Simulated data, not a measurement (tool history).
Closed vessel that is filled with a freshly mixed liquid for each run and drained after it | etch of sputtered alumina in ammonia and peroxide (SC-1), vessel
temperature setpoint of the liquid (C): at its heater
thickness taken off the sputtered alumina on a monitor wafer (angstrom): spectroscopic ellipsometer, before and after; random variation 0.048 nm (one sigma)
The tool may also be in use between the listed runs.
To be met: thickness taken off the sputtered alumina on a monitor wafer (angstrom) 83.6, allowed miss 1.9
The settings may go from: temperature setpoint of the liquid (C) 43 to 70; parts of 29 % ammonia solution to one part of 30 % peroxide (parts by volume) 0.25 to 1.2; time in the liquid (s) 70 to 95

run  hour  temperature setpoint of the liquid (C)  parts of 29 % ammonia solution to one part of 30 % peroxide (parts by volume)  time in the liquid (s)  thickness taken off the sputtered alumina on a monitor wafer (angstrom)
  1     0                                      59                                                                           0.95                      95                                                                   102.57
  2   8.4                                    62.5                                                                           0.95                      95                                                                   123.04
  3  14.4                                      60                                                                           0.95                      95                                                                   107.39
  4  20.1                                    66.5                                                                           0.95                      95                                                                   149.88
  5  21.5                                      69                                                                           0.95                      95                                                                   167.18
  6  24.7                                      69                                                                           0.65                      95                                                                   162.14
  7  28.6                                      65                                                                           0.65                      95                                                                    133.9
  8  31.4                                      57                                                                            0.6                      95                                                                   89.136
  9  34.1                                    56.5                                                                            0.6                      95                                                                   86.619

Which of these 4 next moves meets every target?
  A  36.8                                    57.5                                                                            0.6                      95                                                                        ?
  B  36.8                                    60.5                                                                            0.4                      85                                                                        ?
  C  36.8                                    56.5                                                                            0.8                      95                                                                        ?
  D  36.8                                      62                                                                            0.6                      70                                                                        ?

move  thickness taken off the sputtered alumina on a monitor wafer (angstrom)
   A                                                                    91.59
   B                                                                   92.094
   C                                                                   89.318
   D                                                                   85.065
A: further off than the last run
B: further off than the last run
C: further off than the last run
D: meets every target
Move D is the one to make.
